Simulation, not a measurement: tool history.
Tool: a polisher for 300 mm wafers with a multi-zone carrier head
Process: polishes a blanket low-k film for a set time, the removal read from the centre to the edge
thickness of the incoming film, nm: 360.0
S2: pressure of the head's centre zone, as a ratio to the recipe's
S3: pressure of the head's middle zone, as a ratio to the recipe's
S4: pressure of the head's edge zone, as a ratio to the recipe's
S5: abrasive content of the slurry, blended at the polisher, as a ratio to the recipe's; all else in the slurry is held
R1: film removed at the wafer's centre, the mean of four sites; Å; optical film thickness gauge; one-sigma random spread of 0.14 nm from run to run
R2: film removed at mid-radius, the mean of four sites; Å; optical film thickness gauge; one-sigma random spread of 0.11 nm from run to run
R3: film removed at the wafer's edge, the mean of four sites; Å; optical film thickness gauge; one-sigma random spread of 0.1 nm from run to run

Run 1, hour 0.0: flow of slurry (ml/min) 140, S2 1.00, S3 1.00, S4 1.00, S5 1.00, polishing time (s) 54. Result: R1 168.28 Å, R2 171.49 Å, R3 169.90 Å.
Run 2, hour 6.3: flow of slurry (ml/min) 135, S2 1.00, S3 0.98, S4 0.99, S5 1.00, polishing time (s) 54. Result: R1 171.58 Å, R2 166.61 Å, R3 168.73 Å.
Run 3, hour 12.1: flow of slurry (ml/min) 135, S2 1.00, S3 0.98, S4 0.92, S5 1.00, polishing time (s) 54. Result: R1 171.42 Å, R2 164.93 Å, R3 163.16 Å.
Run 4, hour 19.8: flow of slurry (ml/min) 130, S2 0.99, S3 0.96, S4 0.91, S5 1.00, polishing time (s) 54. Result: R1 166.04 Å, R2 159.79 Å, R3 161.67 Å.
Run 5, hour 27.9: flow of slurry (ml/min) 130, S2 0.99, S3 0.96, S4 0.95, S5 1.00, polishing time (s) 54. Result: R1 165.90 Å, R2 163.85 Å, R3 163.99 Å.
Run 6, hour 32.7: flow of slurry (ml/min) 160, S2 0.99, S3 0.96, S4 0.95, S5 1.00, polishing time (s) 54. Result: R1 169.15 Å, R2 169.66 Å, R3 169.83 Å.
Run 7, hour 40.5: flow of slurry (ml/min) 155, S2 0.98, S3 0.94, S4 0.94, S5 1.00, polishing time (s) 54. Result: R1 170.91 Å, R2 163.62 Å, R3 167.84 Å.
Run 8, hour 44.2: flow of slurry (ml/min) 150, S2 0.97, S3 0.93, S4 0.93, S5 1.00, polishing time (s) 54. Result: R1 169.02 Å, R2 159.69 Å, R3 165.73 Å.
Run 9, hour 47.8: flow of slurry (ml/min) 145, S2 0.95, S3 0.92, S4 0.92, S5 1.00, polishing time (s) 54. Result: R1 163.06 Å, R2 157.94 Å, R3 163.64 Å.
Run 10, hour 50.4: flow of slurry (ml/min) 140, S2 0.94, S3 0.91, S4 0.92, S5 1.00, polishing time (s) 54. Result: R1 161.15 Å, R2 158.36 Å, R3 162.92 Å.
Run 11, hour 51.7: flow of slurry (ml/min) 135, S2 0.94, S3 0.90, S4 0.93, S5 0.95, polishing time (s) 54. Result: R1 154.33 Å, R2 149.86 Å, R3 159.96 Å.
Run 12, hour 57.5: flow of slurry (ml/min) 130, S2 0.94, S3 0.89, S4 0.92, S5 0.95, polishing time (s) 54. Result: R1 155.09 Å, R2 149.82 Å, R3 157.57 Å.
Run 13, hour 65.0: flow of slurry (ml/min) 130, S2 0.94, S3 0.88, S4 0.93, S5 0.90, polishing time (s) 54. Result: R1 152.37 Å, R2 143.75 Å, R3 155.40 Å.
Run 14, hour 67.8: flow of slurry (ml/min) 125, S2 0.94, S3 0.87, S4 0.93, S5 0.90, polishing time (s) 54. Result: R1 145.88 Å, R2 141.26 Å, R3 154.68 Å.
Run 15, hour 75.0: flow of slurry (ml/min) 120, S2 0.94, S3 0.86, S4 0.92, S5 0.90, polishing time (s) 54. Result: R1 145.91 Å, R2 137.92 Å, R3 152.51 Å.
Run 16, hour 82.2: flow of slurry (ml/min) 115, S2 0.94, S3 0.85, S4 0.91, S5 0.90, polishing time (s) 54. Result: R1 145.14 Å, R2 136.45 Å, R3 151.55 Å.
Run 17, hour 86.7: flow of slurry (ml/min) 115, S2 0.94, S3 0.85, S4 0.90, S5 0.90, polishing time (s) 54. Result: R1 144.72 Å, R2 134.57 Å, R3 149.05 Å.
Run 18, hour 93.4: flow of slurry (ml/min) 110, S2 0.94, S3 0.85, S4 0.90, S5 0.90, polishing time (s) 54. Result: R1 143.67 Å, R2 132.33 Å, R3 149.75 Å.

Run 19 comes next. What will it give?
Run 19, hour 100.6: flow of slurry (ml/min) 110, S2 0.94, S3 0.85, S4 0.89, S5 0.90, polishing time (s) 54. Result: R1 ?, R2 ?, R3 ?.

Run 19 yielded R1 144.27 Å, R2 134.24 Å, R3 146.80 Å.

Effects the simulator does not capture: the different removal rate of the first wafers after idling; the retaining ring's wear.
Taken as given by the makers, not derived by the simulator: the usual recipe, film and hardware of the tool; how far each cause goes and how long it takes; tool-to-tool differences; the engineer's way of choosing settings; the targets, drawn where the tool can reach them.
